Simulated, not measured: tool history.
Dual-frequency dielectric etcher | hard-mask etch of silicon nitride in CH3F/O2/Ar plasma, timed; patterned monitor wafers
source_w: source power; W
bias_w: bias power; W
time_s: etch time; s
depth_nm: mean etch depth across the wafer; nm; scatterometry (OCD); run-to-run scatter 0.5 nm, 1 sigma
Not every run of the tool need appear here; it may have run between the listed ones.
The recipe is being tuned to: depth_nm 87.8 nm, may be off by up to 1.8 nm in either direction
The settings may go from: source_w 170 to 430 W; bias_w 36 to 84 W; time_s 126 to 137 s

run	hour	source_w	bias_w	time_s	depth_nm
1	0	300	60	137	77.954
2	2.8	310	61	137	80.599
3	7.7	280	61	137	77.613
4	13.9	280	70	137	81.158
5	21.7	260	70	137	79.687
6	27.1	270	71	137	81.479
7	33.2	280	71	137	82.602
8	38.4	280	71	137	83.152

Next run, 4 choices. One meets every target within its allowed miss, the rest don't. Which?
A	43.6	280	73	137	?
B	43.6	300	78	137	?
C	43.6	290	73	133.5	?
D	43.6	340	67	137	?

move	depth_nm
A	83.203
B	87.225
C	81.946
D	85.445
A: about the same distance from the targets as the last run
B: each result inside its tolerance
C: lands further from the targets than the last run did
D: better than the last run, though not everything is in spec
Answer: B
